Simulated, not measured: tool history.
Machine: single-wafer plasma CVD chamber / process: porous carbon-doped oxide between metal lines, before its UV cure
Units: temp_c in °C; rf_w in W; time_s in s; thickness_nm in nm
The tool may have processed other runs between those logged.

| run | hour | temp_c | rf_w | time_s | thickness_nm |
|---|---|---|---|---|---|
| 1 | 0.0 | 315 | 660 | 28.9 | 181.65 |
| 2 | 7.5 | 319 | 650 | 28.9 | 175.18 |
| 3 | 12.3 | 319 | 650 | 28.9 | 174.13 |
| 4 | 18.5 | 319 | 575 | 28.9 | 166.32 |
| 5 | 26.9 | 311 | 575 | 28.9 | 174.64 |
| 6 | 35.0 | 314 | 570 | 28.9 | 168.23 |
| 7 | 41.0 | 316 | 565 | 28.9 | 165.73 |
| 8 | 45.2 | 318 | 565 | 28.9 | 164.97 |
| 9 | 49.1 | 320 | 560 | 28.9 | 162.21 |
| 10 | 49.8 | 321 | 560 | 28.9 | 162.10 |

Run 11 has not been measured yet. What should we expect?
| 11 | 57.6 | 322 | 555 | 28.9 | ? |

{"run 11": {"thickness_nm": 159.24}}
